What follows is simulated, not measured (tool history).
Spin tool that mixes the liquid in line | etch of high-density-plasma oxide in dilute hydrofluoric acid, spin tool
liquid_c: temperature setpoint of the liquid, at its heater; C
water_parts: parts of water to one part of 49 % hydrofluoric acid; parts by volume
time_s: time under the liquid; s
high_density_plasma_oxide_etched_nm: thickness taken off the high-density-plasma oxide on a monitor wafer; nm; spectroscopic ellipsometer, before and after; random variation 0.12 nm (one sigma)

run,day,liquid_c,water_parts,time_s,high_density_plasma_oxide_etched_nm
1,0,25,300,280,8.6601
2,0.346,28,300,280,9.505
3,0.483,28.5,295,280,10.046
4,0.558,26,295,280,9.2259
5,0.85,26,205,280,14.45
6,0.988,26,260,280,10.84
7,1.196,26.5,260,280,11.014
8,1.338,27,260,280,11.122

The next listed run, before its measurement:
9,1.612,27.5,260,280,?

high_density_plasma_oxide_etched_nm: 11.367 nm
